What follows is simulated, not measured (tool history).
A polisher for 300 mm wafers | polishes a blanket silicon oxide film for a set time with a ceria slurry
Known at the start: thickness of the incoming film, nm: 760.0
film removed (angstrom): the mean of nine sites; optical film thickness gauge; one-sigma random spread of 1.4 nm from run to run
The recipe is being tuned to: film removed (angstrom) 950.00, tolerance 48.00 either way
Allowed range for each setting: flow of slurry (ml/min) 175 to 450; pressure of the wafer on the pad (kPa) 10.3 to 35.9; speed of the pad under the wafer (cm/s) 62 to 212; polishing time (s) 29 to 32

| run | hour | flow of slurry (ml/min) | pressure of the wafer on the pad (kPa) | speed of the pad under the wafer (cm/s) | polishing time (s) | film removed (angstrom) |
|---|---|---|---|---|---|---|
| 1 | 0.0 | 290 | 22.8 | 136 | 32 | 1810.10 |
| 2 | 0.9 | 290 | 20.0 | 132 | 32 | 1561.90 |
| 3 | 9.4 | 255 | 20.0 | 132 | 32 | 1511.50 |
| 4 | 15.6 | 255 | 20.0 | 152 | 32 | 1663.10 |
| 5 | 19.7 | 255 | 20.0 | 186 | 32 | 1948.60 |
| 6 | 20.8 | 255 | 17.9 | 176 | 32 | 1642.00 |
| 7 | 27.4 | 255 | 16.5 | 170 | 32 | 1491.00 |
| 8 | 28.3 | 255 | 15.2 | 166 | 32 | 1391.60 |
| 9 | 30.1 | 255 | 10.3 | 134 | 31 | 770.16 |
| 10 | 37.4 | 255 | 14.5 | 136 | 31 | 1099.40 |
| 11 | 41.8 | 255 | 13.8 | 136 | 31 | 1066.30 |
| 12 | 47.3 | 255 | 13.1 | 136 | 31 | 1005.80 |

Next run, 4 choices. One meets every target within its allowed miss, the rest don't. Which?
| A | 52.8 | 230 | 14.5 | 122 | 32 | ? |
| B | 52.8 | 175 | 15.9 | 96 | 29 | ? |
| C | 52.8 | 190 | 14.5 | 130 | 32 | ? |
| D | 52.8 | 345 | 10.3 | 168 | 31 | ? |

| move | film removed (angstrom) |
|---|---|
| A | 1050.20 |
| B | 856.36 |
| C | 1063.80 |
| D | 962.15 |
A: its largest miss is bigger than the last run's
B: pushes the last run's worst result past its target
C: its largest miss is bigger than the last run's
D: every result lands within tolerance
So the answer is move D, the one that meets all the targets.

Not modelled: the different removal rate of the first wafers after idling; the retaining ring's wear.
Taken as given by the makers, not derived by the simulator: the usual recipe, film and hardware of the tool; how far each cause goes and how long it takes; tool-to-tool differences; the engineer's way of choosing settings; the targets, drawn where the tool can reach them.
